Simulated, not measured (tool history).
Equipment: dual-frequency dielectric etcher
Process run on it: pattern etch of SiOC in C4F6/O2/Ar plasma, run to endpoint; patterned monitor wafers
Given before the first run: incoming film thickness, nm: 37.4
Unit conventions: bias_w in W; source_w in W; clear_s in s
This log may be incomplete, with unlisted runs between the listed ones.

run,hour,bias_w,source_w,clear_s
1,0.0,608,390,13.198
2,3.1,608,330,14.613
3,5.5,658,360,13.366
4,6.8,658,400,12.367
5,8.6,685,400,12.261
6,10.9,712,400,12.055
7,16.1,735,400,12.047

What will run 8 give?
8,18.3,753,410,?

{"run 8": {"clear_s": 11.583}}
